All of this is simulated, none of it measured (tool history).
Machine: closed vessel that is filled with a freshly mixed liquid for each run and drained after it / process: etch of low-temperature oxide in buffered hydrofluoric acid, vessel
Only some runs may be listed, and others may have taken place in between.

| run | hour | temperature setpoint of the liquid (C) | parts of 40 % ammonium fluoride to one part of 49 % hydrofluoric acid (parts by volume) | time in the liquid (s) | thickness taken off the low-temperature oxide on a monitor wafer (Å) |
|---|---|---|---|---|---|
| 1 | 0 | 20 | 22 | 100 | 1829.6 |
| 2 | 6.5 | 20 | 16.5 | 100 | 2370.8 |
| 3 | 12.3 | 20 | 20.5 | 100 | 1912.8 |
| 4 | 19.3 | 20 | 27 | 100 | 1593.7 |
| 5 | 27.6 | 20 | 22.5 | 100 | 1793.4 |
| 6 | 36.2 | 20 | 22.5 | 110 | 1997.9 |
| 7 | 42.7 | 22 | 22 | 110 | 2255.9 |

What does the tool deliver on the next run?
| 8 | 49.1 | 26 | 19.5 | 110 | ? |

Logged for run 8: thickness taken off the low-temperature oxide on a monitor wafer (Å) 3057.5.

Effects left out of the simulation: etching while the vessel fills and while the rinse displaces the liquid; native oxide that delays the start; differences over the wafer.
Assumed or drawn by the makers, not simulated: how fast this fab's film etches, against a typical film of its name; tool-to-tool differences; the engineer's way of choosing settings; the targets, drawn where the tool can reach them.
